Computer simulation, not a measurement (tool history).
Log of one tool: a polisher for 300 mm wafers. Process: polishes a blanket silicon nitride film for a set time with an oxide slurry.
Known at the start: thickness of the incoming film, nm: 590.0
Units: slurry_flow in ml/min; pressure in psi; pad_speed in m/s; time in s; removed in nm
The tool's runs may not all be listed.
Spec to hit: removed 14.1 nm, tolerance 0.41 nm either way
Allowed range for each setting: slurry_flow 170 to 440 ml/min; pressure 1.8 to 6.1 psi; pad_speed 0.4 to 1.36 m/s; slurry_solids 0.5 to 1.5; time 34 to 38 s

| run | day | slurry_flow | pressure | pad_speed | slurry_solids | time | removed |
|---|---|---|---|---|---|---|---|
| 1 | 0 | 280 | 3.9 | 0.88 | 1 | 38 | 27.472 |
| 2 | 0.025 | 280 | 3.9 | 0.78 | 1 | 38 | 25.425 |
| 3 | 0.083 | 280 | 3.9 | 0.78 | 1 | 38 | 25.327 |
| 4 | 0.4 | 280 | 3.5 | 0.78 | 1 | 38 | 23.263 |
| 5 | 0.425 | 280 | 4.1 | 0.78 | 1 | 38 | 26.703 |
| 6 | 0.65 | 280 | 3.7 | 0.76 | 1 | 38 | 23.987 |
| 7 | 0.875 | 280 | 3.4 | 0.74 | 1 | 38 | 21.699 |
| 8 | 1.021 | 280 | 3.1 | 0.74 | 1 | 38 | 20.075 |
| 9 | 1.2 | 280 | 2.9 | 0.74 | 1 | 38 | 18.612 |
| 10 | 1.258 | 280 | 2.7 | 0.74 | 1 | 38 | 17.288 |
| 11 | 1.288 | 280 | 2.6 | 0.74 | 1 | 38 | 16.945 |
| 12 | 1.408 | 280 | 2.5 | 0.74 | 1 | 38 | 16.134 |
| 13 | 1.75 | 280 | 2.4 | 0.74 | 1 | 38 | 15.534 |
| 14 | 1.854 | 275 | 2 | 0.74 | 1 | 38 | 12.781 |
| 15 | 2.15 | 350 | 2.2 | 0.74 | 1 | 38 | 14.461 |
| 16 | 2.412 | 330 | 2.2 | 0.74 | 1 | 38 | 14.647 |

Which single option among these 5 for the next run brings every result within its allowed miss of target? Just one does.
| A | 2.675 | 340 | 2.2 | 0.92 | 1.05 | 34 | ? |
| B | 2.675 | 395 | 2.4 | 0.78 | 1.1 | 34 | ? |
| C | 2.675 | 430 | 2.5 | 0.7 | 1.3 | 34 | ? |
| D | 2.675 | 315 | 2.5 | 0.64 | 1 | 36 | ? |
| E | 2.675 | 290 | 2.2 | 0.76 | 1.15 | 37 | ? |

| move | removed |
|---|---|
| A | 15.229 |
| B | 15.216 |
| C | 15.721 |
| D | 13.923 |
| E | 14.841 |
A: its largest miss is bigger than the last run's
B: its largest miss is bigger than the last run's
C: its largest miss is bigger than the last run's
D: every result lands within tolerance
E: its largest miss is bigger than the last run's
Correct choice: D, which meets every target

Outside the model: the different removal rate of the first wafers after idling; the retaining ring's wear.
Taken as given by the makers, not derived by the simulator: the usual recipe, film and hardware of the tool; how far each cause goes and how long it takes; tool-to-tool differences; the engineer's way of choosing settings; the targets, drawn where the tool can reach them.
